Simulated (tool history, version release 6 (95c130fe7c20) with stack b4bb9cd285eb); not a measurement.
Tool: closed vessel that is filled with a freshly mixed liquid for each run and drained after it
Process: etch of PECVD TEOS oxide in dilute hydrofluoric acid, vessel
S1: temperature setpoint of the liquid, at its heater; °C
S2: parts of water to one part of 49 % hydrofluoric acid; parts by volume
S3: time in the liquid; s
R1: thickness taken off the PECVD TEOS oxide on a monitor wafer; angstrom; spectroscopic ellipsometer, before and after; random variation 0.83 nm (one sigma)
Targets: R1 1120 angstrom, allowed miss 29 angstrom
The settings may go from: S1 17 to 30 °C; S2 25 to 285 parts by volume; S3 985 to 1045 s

Run 1, hour 0: S1 22 °C, S2 155 parts by volume, S3 985 s. Result: R1 537.18 angstrom.
Run 2, hour 6.5: S1 19.5 °C, S2 155 parts by volume, S3 985 s. Result: R1 488.55 angstrom.
Run 3, hour 13.6: S1 19.5 °C, S2 155 parts by volume, S3 985 s. Result: R1 481.69 angstrom.
Run 4, hour 17.1: S1 21 °C, S2 150 parts by volume, S3 985 s. Result: R1 537.85 angstrom.
Run 5, hour 20.2: S1 24 °C, S2 150 parts by volume, S3 985 s. Result: R1 604.83 angstrom.
Run 6, hour 27.9: S1 24.5 °C, S2 145 parts by volume, S3 985 s. Result: R1 633.96 angstrom.
Run 7, hour 29.9: S1 25 °C, S2 140 parts by volume, S3 985 s. Result: R1 685.15 angstrom.
Run 8, hour 31.4: S1 29 °C, S2 100 parts by volume, S3 985 s. Result: R1 1166.6 angstrom.

Which of these 4 next moves meets every target?
Run A, hour 32.9: S1 29.5 °C, S2 105 parts by volume, S3 1045 s. Result: R1 ?.
Run B, hour 32.9: S1 28 °C, S2 100 parts by volume, S3 1025 s. Result: R1 ?.
Run C, hour 32.9: S1 27.5 °C, S2 100 parts by volume, S3 1045 s. Result: R1 ?.
Run D, hour 32.9: S1 28 °C, S2 100 parts by volume, S3 995 s. Result: R1 ?.

move      R1
   A  1183.1
   B  1159.1
   C  1159.3
   D  1125.2
A: further off than the last run
B: nearer than the last run, and not there yet
C: nearer than the last run, and not there yet
D: meets every target
The right move is D.

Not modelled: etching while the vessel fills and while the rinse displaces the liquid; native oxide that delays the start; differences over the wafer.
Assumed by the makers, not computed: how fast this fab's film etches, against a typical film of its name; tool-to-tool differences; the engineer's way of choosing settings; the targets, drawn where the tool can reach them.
